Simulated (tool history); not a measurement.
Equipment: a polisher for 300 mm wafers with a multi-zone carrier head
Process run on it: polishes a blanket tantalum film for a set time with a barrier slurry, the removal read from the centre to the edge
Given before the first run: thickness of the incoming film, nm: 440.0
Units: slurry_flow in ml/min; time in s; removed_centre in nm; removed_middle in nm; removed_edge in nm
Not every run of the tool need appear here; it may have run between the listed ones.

run    day  slurry_flow  centre_zone  middle_zone  edge_zone  slurry_solids  time  removed_centre  removed_middle  removed_edge
  1  0.000          215         1.00         1.00       1.00           1.00    65          71.003          70.347        70.978
  2  0.133          215         1.04         1.00       1.00           1.00    65          72.984          69.524        71.047
  3  0.312          215         1.04         1.00       1.00           0.95    65          75.226          69.474        69.402
  4  0.650          210         1.03         1.00       0.99           0.90    65          72.177          68.551        68.884
  5  0.812          180         1.03         1.00       0.99           0.90    65          70.363          67.135        67.981
  6  0.883          205         1.03         1.00       0.99           0.90    65          72.592          69.201        67.152
     0.996  -- worn pad replaced by a new one
  7  0.996          200         1.03         0.99       0.98           0.90    65          77.032          69.850        72.575

What will run 8 give?
  8  1.033          195         1.04         1.00       0.99           0.85    65               ?               ?             ?

removed_centre: 76.489 nm
removed_middle: 70.239 nm
removed_edge: 71.827 nm
